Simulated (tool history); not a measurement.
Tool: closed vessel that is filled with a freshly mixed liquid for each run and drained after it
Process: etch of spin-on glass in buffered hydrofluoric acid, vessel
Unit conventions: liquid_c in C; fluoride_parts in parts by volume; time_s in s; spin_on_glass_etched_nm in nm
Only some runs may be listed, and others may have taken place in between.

| run | hour | liquid_c | fluoride_parts | time_s | spin_on_glass_etched_nm |
|---|---|---|---|---|---|
| 1 | 0.0 | 22.0 | 14.5 | 105 | 137.44 |
| 2 | 4.8 | 22.0 | 14.5 | 110 | 143.49 |
| 3 | 9.8 | 22.0 | 14.5 | 105 | 138.14 |
| 4 | 15.8 | 19.0 | 14.5 | 105 | 116.26 |
| 5 | 21.8 | 19.0 | 14.5 | 105 | 114.68 |
| 6 | 30.7 | 18.5 | 14.5 | 105 | 113.00 |
| 7 | 32.5 | 18.0 | 14.5 | 105 | 109.39 |

Run 8 is up next; what results do you expect?
| 8 | 36.8 | 17.5 | 14.5 | 105 | ? |

Run 8 came out at spin_on_glass_etched_nm 106.90 nm.
